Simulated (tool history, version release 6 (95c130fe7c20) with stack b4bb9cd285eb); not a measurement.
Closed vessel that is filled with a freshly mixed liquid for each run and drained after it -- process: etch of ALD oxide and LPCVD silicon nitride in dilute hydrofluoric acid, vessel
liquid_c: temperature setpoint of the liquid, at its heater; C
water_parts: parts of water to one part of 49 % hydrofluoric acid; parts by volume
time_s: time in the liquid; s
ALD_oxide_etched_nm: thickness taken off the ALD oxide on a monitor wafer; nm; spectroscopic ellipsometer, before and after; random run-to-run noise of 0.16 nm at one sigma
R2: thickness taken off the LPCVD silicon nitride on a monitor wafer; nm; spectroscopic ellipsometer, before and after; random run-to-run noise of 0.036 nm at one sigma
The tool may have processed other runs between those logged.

run 1 hour=0 | liquid_c=25 water_parts=60 time_s=185 | ALD_oxide_etched_nm=31.532 R2=1.6547
run 2 hour=9.1 | liquid_c=26.5 water_parts=55 time_s=185 | ALD_oxide_etched_nm=37.042 R2=2.0425
run 3 hour=11 | liquid_c=25 water_parts=55 time_s=185 | ALD_oxide_etched_nm=34.672 R2=1.8844
run 4 hour=13.6 | liquid_c=25 water_parts=65 time_s=185 | ALD_oxide_etched_nm=28.876 R2=1.5829
run 5 hour=15.5 | liquid_c=25 water_parts=65 time_s=125 | ALD_oxide_etched_nm=19.543 R2=1.0642
run 6 hour=16.8 | liquid_c=25 water_parts=85 time_s=125 | ALD_oxide_etched_nm=14.57 R2=0.83148
run 7 hour=23.3 | liquid_c=25 water_parts=85 time_s=125 | ALD_oxide_etched_nm=14.565 R2=0.8091

Estimate the outcome of run 8 from the log above:
run 8 hour=30 | liquid_c=26.5 water_parts=65 time_s=125 | ALD_oxide_etched_nm=? R2=?

{"run 8": {"ALD_oxide_etched_nm": 20.739, "R2": 1.167}}
